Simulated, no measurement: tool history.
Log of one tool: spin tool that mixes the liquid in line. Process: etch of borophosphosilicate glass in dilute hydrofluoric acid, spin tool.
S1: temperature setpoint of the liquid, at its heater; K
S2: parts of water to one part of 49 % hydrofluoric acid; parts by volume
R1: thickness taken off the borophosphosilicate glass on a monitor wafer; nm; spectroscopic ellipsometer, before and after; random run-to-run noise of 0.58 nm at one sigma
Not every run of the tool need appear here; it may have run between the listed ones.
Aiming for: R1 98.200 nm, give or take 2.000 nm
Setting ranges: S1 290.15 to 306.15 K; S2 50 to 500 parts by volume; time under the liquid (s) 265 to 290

Run 1, hour 0.0: S1 298.15 K, S2 275 parts by volume, time under the liquid (s) 265. Result: R1 46.889 nm.
Run 2, hour 8.5: S1 298.15 K, S2 275 parts by volume, time under the liquid (s) 290. Result: R1 51.229 nm.
Run 3, hour 9.2: S1 299.65 K, S2 260 parts by volume, time under the liquid (s) 290. Result: R1 58.078 nm.
Run 4, hour 14.9: S1 299.65 K, S2 260 parts by volume, time under the liquid (s) 265. Result: R1 53.018 nm.
Run 5, hour 23.5: S1 299.65 K, S2 260 parts by volume, time under the liquid (s) 290. Result: R1 57.466 nm.
Run 6, hour 25.4: S1 300.65 K, S2 245 parts by volume, time under the liquid (s) 290. Result: R1 64.820 nm.
At hour 33.6: thermometer replaced.
Run 7, hour 33.6: S1 301.65 K, S2 235 parts by volume, time under the liquid (s) 290. Result: R1 66.937 nm.
Run 8, hour 36.3: S1 305.65 K, S2 145 parts by volume, time under the liquid (s) 290. Result: R1 138.660 nm.
Run 9, hour 38.1: S1 305.65 K, S2 145 parts by volume, time under the liquid (s) 290. Result: R1 139.890 nm.
Run 10, hour 42.7: S1 301.65 K, S2 150 parts by volume, time under the liquid (s) 290. Result: R1 116.530 nm.
Run 11, hour 46.9: S1 300.65 K, S2 150 parts by volume, time under the liquid (s) 290. Result: R1 113.370 nm.
Run 12, hour 50.8: S1 299.65 K, S2 150 parts by volume, time under the liquid (s) 290. Result: R1 108.330 nm.
Run 13, hour 53.4: S1 299.15 K, S2 150 parts by volume, time under the liquid (s) 290. Result: R1 106.250 nm.
Run 14, hour 55.4: S1 298.65 K, S2 150 parts by volume, time under the liquid (s) 290. Result: R1 104.010 nm.
Run 15, hour 63.8: S1 298.15 K, S2 150 parts by volume, time under the liquid (s) 290. Result: R1 102.480 nm.

5 candidate next runs follow, results not yet known. Just one meets every target within its allowed miss. Identify it.
Run A, hour 72.2: S1 302.15 K, S2 175 parts by volume, time under the liquid (s) 275. Result: R1 ?.
Run B, hour 72.2: S1 301.65 K, S2 165 parts by volume, time under the liquid (s) 275. Result: R1 ?.
Run C, hour 72.2: S1 300.15 K, S2 155 parts by volume, time under the liquid (s) 290. Result: R1 ?.
Run D, hour 72.2: S1 298.65 K, S2 150 parts by volume, time under the liquid (s) 285. Result: R1 ?.
Run E, hour 72.2: S1 298.65 K, S2 140 parts by volume, time under the liquid (s) 290. Result: R1 ?.

move       R1
   A   93.898
   B   99.041
   C  106.560
   D  102.940
   E  113.570
A: the result that was furthest off in the last run now lies on the other side of its target
B: meets every target
C: moves away from the targets compared with the last run
D: moves away from the targets compared with the last run
E: moves away from the targets compared with the last run
Go with B: it meets all targets.

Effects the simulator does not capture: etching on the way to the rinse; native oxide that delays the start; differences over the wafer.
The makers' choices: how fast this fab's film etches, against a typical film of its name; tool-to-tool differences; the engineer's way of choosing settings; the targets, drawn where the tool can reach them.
